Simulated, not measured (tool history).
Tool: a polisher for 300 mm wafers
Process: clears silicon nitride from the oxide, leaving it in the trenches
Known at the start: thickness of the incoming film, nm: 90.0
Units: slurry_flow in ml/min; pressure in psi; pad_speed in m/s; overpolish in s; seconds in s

run,hour,slurry_flow,pressure,pad_speed,overpolish,seconds
1,0,190,2.9,0.86,7,83.784
2,8.4,190,2.9,1.04,7,67.167
3,13.8,190,3,1.04,7,66.368
4,17.9,190,3.1,1.04,7,64.427
5,20.4,190,3.1,0.82,7,84.769
6,21.5,190,3.4,0.84,7,71.755
7,25,190,3.6,0.84,7,68.692
8,26.2,190,3.6,0.84,7,71.578
9,27.7,190,3.8,0.86,7,64.8

The next listed run, before its measurement:
10,30.8,190,3.9,0.86,7,?

Run 10 gave seconds 63.408 s.
